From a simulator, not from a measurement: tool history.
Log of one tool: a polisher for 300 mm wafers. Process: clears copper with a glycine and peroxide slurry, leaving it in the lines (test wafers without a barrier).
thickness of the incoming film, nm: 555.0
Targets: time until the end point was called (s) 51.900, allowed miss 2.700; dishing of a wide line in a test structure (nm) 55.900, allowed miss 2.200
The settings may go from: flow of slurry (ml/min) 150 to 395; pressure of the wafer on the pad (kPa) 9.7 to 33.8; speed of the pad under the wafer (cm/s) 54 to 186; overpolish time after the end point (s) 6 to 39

run  hour  flow of slurry (ml/min)  pressure of the wafer on the pad (kPa)  speed of the pad under the wafer (cm/s)  overpolish time after the end point (s)  time until the end point was called (s)  dishing of a wide line in a test structure (nm)
  1   0.0                      250                                    21.4                                      118                                       20                                   86.994                                           66.067
  2   7.8                      250                                    21.4                                      118                                       15                                   87.177                                           55.506
  3  14.7                      250                                    24.8                                      122                                       12                                   74.939                                           53.384
  4  18.6                      250                                    27.6                                      124                                       11                                   66.179                                           54.317
  5  24.6                      250                                    29.6                                      124                                       10                                   64.170                                           52.401
  6  29.6                      250                                    31.0                                      128                                       10                                   59.920                                           55.089
  7  31.0                      250                                    31.7                                      130                                        9                                   56.555                                           52.710
  8  32.6                      250                                    32.4                                      130                                        9                                   57.330                                           53.182
  9  37.6                      250                                    33.1                                      134                                        9                                   53.553                                           53.834
 10  39.6                      250                                    33.8                                      134                                       10                                   54.874                                           58.873

Which of these 5 next moves meets every target?
  A  41.6                      185                                    32.4                                      152                                        9                                        ?                                                ?
  B  41.6                      205                                    32.4                                      130                                       10                                        ?                                                ?
  C  41.6                      340                                    33.8                                      136                                       10                                        ?                                                ?
  D  41.6                      240                                    31.7                                      150                                       10                                        ?                                                ?
  E  41.6                      285                                    29.0                                      142                                       11                                        ?                                                ?

move  time until the end point was called (s)  dishing of a wide line in a test structure (nm)
   A                                   52.327                                           55.334
   B                                   57.586                                           55.855
   C                                   51.144                                           60.336
   D                                   52.239                                           59.308
   E                                   57.982                                           58.885
A: meets every target
B: brings the result that was furthest off to its target, and leaves another outside
C: further off than the last run
D: further off than the last run
E: further off than the last run
The right move is A.

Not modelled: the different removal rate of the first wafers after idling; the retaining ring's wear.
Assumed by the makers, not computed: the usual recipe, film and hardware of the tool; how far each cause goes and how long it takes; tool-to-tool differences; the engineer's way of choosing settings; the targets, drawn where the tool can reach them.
